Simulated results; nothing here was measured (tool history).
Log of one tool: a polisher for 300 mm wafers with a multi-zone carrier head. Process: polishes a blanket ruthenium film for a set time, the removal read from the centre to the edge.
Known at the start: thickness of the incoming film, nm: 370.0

run    day  flow of slurry (ml/min)  pressure of the head's centre zone  pressure of the head's middle zone  pressure of the head's edge zone  polishing time (s)  film removed at the wafer's centre (nm)  film removed at mid-radius (nm)  film removed at the wafer's edge (nm)
  1      0                      190                                   1                                   1                                 1                  41                                   28.567                           28.821                                 30.695
  2  0.375                      185                                   1                                0.98                              0.97                  35                                   24.373                           24.574                                 25.508
  3  0.629                      185                                   1                                0.98                              0.97                  41                                   28.398                           28.596                                 29.903
  4  0.933                      180                                   1                                0.94                              0.96                  36                                   24.709                           24.104                                 26.091
     1.192  -- centre zone pressure recalibrated
  5  1.192                      175                                   1                                0.92                              0.93                  32                                   22.588                           21.263                                 22.809
  6  1.292                      175                                   1                                0.98                              0.93                  32                                   23.062                           22.002                                 23.213
  7  1.558                      175                                0.98                                0.95                              0.91                  29                                   20.693                           19.852                                 20.434

Run 8 comes next. What will it give?
  8  1.821                      165                                0.96                                0.91                               0.9                  28                                        ?                                ?                                      ?

film removed at the wafer's centre (nm): 19.544
film removed at mid-radius (nm): 18.463
film removed at the wafer's edge (nm): 20.279
